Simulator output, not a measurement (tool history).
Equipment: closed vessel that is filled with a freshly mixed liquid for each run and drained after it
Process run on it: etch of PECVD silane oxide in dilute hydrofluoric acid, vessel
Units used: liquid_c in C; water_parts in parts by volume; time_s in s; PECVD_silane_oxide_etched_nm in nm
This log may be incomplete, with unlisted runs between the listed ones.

{"run": 1, "hour": 0.0, "liquid_c": 20, "water_parts": 210, "time_s": 200, "PECVD_silane_oxide_etched_nm": 14.227}
{"run": 2, "hour": 9.4, "liquid_c": 20, "water_parts": 245, "time_s": 200, "PECVD_silane_oxide_etched_nm": 11.998}
{"run": 3, "hour": 14.4, "liquid_c": 20, "water_parts": 245, "time_s": 200, "PECVD_silane_oxide_etched_nm": 11.801}
{"run": 4, "hour": 23.5, "liquid_c": 21, "water_parts": 220, "time_s": 200, "PECVD_silane_oxide_etched_nm": 14.266}
{"run": 5, "hour": 25.2, "liquid_c": 22, "water_parts": 200, "time_s": 200, "PECVD_silane_oxide_etched_nm": 16.615}
{"run": 6, "hour": 27.4, "liquid_c": 22, "water_parts": 155, "time_s": 200, "PECVD_silane_oxide_etched_nm": 22.121}

Run 7 is up next; what results do you expect?
{"run": 7, "hour": 36.3, "liquid_c": 26, "water_parts": 95, "time_s": 200, "PECVD_silane_oxide_etched_nm": "?"}

Run 7 yielded PECVD_silane_oxide_etched_nm 45.646 nm.

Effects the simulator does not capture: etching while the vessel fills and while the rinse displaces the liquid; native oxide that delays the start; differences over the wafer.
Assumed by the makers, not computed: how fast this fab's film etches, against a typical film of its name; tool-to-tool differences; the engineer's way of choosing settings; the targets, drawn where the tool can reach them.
